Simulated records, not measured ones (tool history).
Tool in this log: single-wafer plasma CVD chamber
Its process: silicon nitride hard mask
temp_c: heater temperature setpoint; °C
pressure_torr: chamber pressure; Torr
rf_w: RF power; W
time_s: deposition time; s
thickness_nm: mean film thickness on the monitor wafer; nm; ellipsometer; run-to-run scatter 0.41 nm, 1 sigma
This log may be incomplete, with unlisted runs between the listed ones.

Run 1, hour 0.0: temp_c 395 °C, pressure_torr 1.78 Torr, rf_w 370 W, time_s 64.4 s. Result: thickness_nm 89.899 nm.
Run 2, hour 7.3: temp_c 395 °C, pressure_torr 1.94 Torr, rf_w 380 W, time_s 64.4 s. Result: thickness_nm 93.911 nm.
Run 3, hour 8.4: temp_c 395 °C, pressure_torr 2.07 Torr, rf_w 385 W, time_s 64.4 s. Result: thickness_nm 97.780 nm.
Run 4, hour 12.2: temp_c 395 °C, pressure_torr 2.07 Torr, rf_w 340 W, time_s 64.4 s. Result: thickness_nm 91.601 nm.
Run 5, hour 15.1: temp_c 402 °C, pressure_torr 2.07 Torr, rf_w 340 W, time_s 64.4 s. Result: thickness_nm 91.244 nm.
Run 6, hour 18.3: temp_c 392 °C, pressure_torr 2.07 Torr, rf_w 340 W, time_s 64.4 s. Result: thickness_nm 91.102 nm.
Run 7, hour 23.4: temp_c 392 °C, pressure_torr 2.17 Torr, rf_w 350 W, time_s 64.5 s. Result: thickness_nm 94.899 nm.
Run 8, hour 28.1: temp_c 392 °C, pressure_torr 2.25 Torr, rf_w 355 W, time_s 64.5 s. Result: thickness_nm 95.969 nm.
Run 9, hour 29.2: temp_c 392 °C, pressure_torr 2.30 Torr, rf_w 365 W, time_s 64.6 s. Result: thickness_nm 98.460 nm.

Predict the results of run 10:
Run 10, hour 32.8: temp_c 392 °C, pressure_torr 2.34 Torr, rf_w 370 W, time_s 64.6 s. Result: thickness_nm ?.

{"run 10": {"thickness_nm": 99.39}}
